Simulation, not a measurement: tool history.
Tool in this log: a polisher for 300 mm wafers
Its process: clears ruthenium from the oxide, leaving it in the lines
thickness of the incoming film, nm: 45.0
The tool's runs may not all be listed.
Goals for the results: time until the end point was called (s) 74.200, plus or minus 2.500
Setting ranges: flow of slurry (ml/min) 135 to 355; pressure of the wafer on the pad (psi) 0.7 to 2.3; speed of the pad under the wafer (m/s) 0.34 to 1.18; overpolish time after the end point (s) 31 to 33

run  hour  flow of slurry (ml/min)  pressure of the wafer on the pad (psi)  speed of the pad under the wafer (m/s)  overpolish time after the end point (s)  time until the end point was called (s)
  1   0.0                      225                                     1.5                                    0.76                                       31                                   91.942
  2   2.4                      230                                     1.7                                    0.76                                       31                                   84.748
  3   3.2                      230                                     1.9                                    0.76                                       31                                   77.402
  4  10.7                      230                                     1.8                                    0.76                                       31                                   80.293
  5  12.0                      205                                     1.8                                    0.76                                       31                                   80.450
  6  13.1                      205                                     1.8                                    0.76                                       31                                   82.145
  7  15.4                      205                                     1.8                                    0.76                                       31                                   81.129
  8  21.6                      205                                     1.9                                    0.76                                       31                                   78.515

Next run, 5 choices. One meets every target within its allowed miss, the rest don't. Which?
  A  27.8                      205                                     1.7                                    0.82                                       33                                        ?
  B  27.8                      225                                     1.8                                    0.84                                       33                                        ?
  C  27.8                      315                                     1.7                                    0.78                                       31                                        ?
  D  27.8                      260                                     1.7                                    0.74                                       33                                        ?
  E  27.8                      240                                     1.8                                    0.74                                       33                                        ?

move  time until the end point was called (s)
   A                                   79.752
   B                                   73.994
   C                                   79.150
   D                                   84.253
   E                                   81.539
A: further off than the last run
B: every result within its allowed miss
C: further off than the last run
D: further off than the last run
E: further off than the last run
B is the move that brings every result within its allowed miss.

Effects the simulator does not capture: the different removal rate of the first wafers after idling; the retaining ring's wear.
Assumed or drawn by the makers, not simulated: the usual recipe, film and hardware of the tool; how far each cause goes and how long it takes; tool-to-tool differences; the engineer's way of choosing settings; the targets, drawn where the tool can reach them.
